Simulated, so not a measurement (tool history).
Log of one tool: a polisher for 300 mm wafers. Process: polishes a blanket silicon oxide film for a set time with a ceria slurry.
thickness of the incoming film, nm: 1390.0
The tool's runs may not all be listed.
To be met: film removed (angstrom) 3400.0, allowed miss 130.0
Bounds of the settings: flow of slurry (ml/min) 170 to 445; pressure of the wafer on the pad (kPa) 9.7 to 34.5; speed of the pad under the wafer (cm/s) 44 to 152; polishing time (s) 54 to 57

run	day	flow of slurry (ml/min)	pressure of the wafer on the pad (kPa)	speed of the pad under the wafer (cm/s)	polishing time (s)	film removed (angstrom)
1	0.000	285	22.1	98	54	2822.9
2	0.308	285	24.1	98	54	3079.0
3	0.679	285	22.1	98	54	2878.0
4	0.775	285	22.8	98	54	2952.2
5	0.825	285	24.8	98	54	3163.3
6	1.158	285	24.8	76	54	2588.7
7	1.492	285	25.5	76	54	2630.9
8	1.746	285	26.2	76	54	2644.7
9	1.779	285	26.9	76	54	2744.1
10	1.871	285	27.6	76	54	2813.3

Which of these 5 next moves meets every target?
A	1.962	275	31.7	50	54	?
B	1.962	295	23.4	100	55	?
C	1.962	255	31.7	82	54	?
D	1.962	280	24.8	72	54	?
E	1.962	280	25.5	64	54	?

move	film removed (angstrom)
A	2332.7
B	3207.3
C	3496.7
D	2487.2
E	2312.7
A: further off than the last run
B: nearer than the last run, and not there yet
C: meets every target
D: further off than the last run
E: further off than the last run
Move C is the one to make.
